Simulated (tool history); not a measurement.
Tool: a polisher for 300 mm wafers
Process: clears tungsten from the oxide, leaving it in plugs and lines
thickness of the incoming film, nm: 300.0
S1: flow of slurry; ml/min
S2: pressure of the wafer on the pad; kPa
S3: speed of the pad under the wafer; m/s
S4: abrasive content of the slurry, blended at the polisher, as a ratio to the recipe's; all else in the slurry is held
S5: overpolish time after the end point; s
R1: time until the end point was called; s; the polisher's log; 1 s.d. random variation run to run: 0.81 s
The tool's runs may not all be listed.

| run | hour | S1 | S2 | S3 | S4 | S5 | R1 |
|---|---|---|---|---|---|---|---|
| 1 | 0.0 | 205 | 25.5 | 1.02 | 1.00 | 41 | 57.317 |
| 2 | 6.7 | 205 | 24.8 | 1.02 | 1.00 | 41 | 57.408 |
| 3 | 7.3 | 205 | 24.8 | 1.02 | 0.85 | 41 | 59.841 |
| 4 | 8.7 | 205 | 24.8 | 1.02 | 0.95 | 41 | 57.926 |
| 5 | 9.4 | 205 | 24.1 | 1.02 | 0.95 | 41 | 61.419 |
| 6 | 15.4 | 205 | 23.4 | 1.02 | 0.95 | 41 | 63.082 |
| 7 | 19.7 | 205 | 22.8 | 1.02 | 0.95 | 41 | 63.760 |
| 8 | 20.8 | 205 | 22.1 | 1.02 | 0.95 | 41 | 65.923 |

Forecast run 9:
| 9 | 23.9 | 205 | 21.4 | 1.02 | 0.95 | 41 | ? |

R1: 68.635 s
